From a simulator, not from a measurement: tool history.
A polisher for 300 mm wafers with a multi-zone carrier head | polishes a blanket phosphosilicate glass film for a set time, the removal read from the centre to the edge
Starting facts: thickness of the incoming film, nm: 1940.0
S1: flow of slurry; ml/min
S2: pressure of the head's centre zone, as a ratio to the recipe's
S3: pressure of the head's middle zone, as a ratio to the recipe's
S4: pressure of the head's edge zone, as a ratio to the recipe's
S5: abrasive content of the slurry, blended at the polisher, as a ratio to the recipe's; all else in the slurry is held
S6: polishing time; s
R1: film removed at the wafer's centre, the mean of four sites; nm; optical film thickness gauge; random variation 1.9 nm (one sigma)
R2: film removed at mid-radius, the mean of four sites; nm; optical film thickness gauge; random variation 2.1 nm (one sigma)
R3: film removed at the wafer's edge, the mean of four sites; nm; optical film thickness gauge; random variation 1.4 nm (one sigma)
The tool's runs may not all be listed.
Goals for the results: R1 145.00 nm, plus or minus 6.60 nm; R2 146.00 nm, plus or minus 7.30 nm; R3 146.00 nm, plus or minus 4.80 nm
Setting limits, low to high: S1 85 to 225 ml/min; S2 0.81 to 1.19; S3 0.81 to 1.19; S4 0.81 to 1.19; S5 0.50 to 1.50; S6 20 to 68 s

run,hour,S1,S2,S3,S4,S5,S6,R1,R2,R3
1,0.0,145,1.00,1.00,1.00,1.00,44,195.88,209.65,193.68
2,7.7,145,0.95,1.00,1.00,1.00,44,188.68,201.50,193.99
3,9.4,140,0.94,0.99,0.98,0.95,44,183.98,202.72,188.96
4,13.3,140,0.95,0.97,0.99,0.85,43,174.48,184.55,175.10
5,15.0,140,0.95,0.97,0.99,0.75,43,165.77,170.64,167.75
6,17.7,135,0.94,0.96,0.98,0.70,43,155.94,165.42,159.13
7,21.3,130,0.94,0.94,0.98,0.70,43,154.75,161.75,161.97
8,28.3,130,0.95,0.93,0.97,0.70,43,160.97,164.61,160.44
# hour 29.4: edge zone pressure recalibrated
9,29.4,130,0.95,0.92,0.97,0.65,43,148.15,153.20,158.10
10,30.3,130,0.96,0.92,0.96,0.65,43,154.45,158.61,162.87

Of the 5 settings listed for the next run, only one would bring every result within its allowed miss of target. Which one?
A,31.2,220,1.15,0.95,0.97,0.65,37,?,?,?
B,31.2,165,1.06,0.88,1.03,0.50,41,?,?,?
C,31.2,85,1.01,0.95,0.90,1.05,35,?,?,?
D,31.2,100,0.98,1.01,0.88,0.70,45,?,?,?
E,31.2,170,1.19,0.91,1.13,0.65,35,?,?,?

move,R1,R2,R3
A,167.93,146.67,146.21
B,147.44,134.20,144.09
C,147.30,147.06,147.54
D,161.13,169.24,161.63
E,157.75,131.55,145.63
A: gets the furthest-off result to its target, but another result is out of tolerance
B: gets the furthest-off result to its target, but another result is out of tolerance
C: hits every target within its allowed miss
D: closer than the last run, but not yet in spec
E: gets the furthest-off result to its target, but another result is out of tolerance
C meets every target.

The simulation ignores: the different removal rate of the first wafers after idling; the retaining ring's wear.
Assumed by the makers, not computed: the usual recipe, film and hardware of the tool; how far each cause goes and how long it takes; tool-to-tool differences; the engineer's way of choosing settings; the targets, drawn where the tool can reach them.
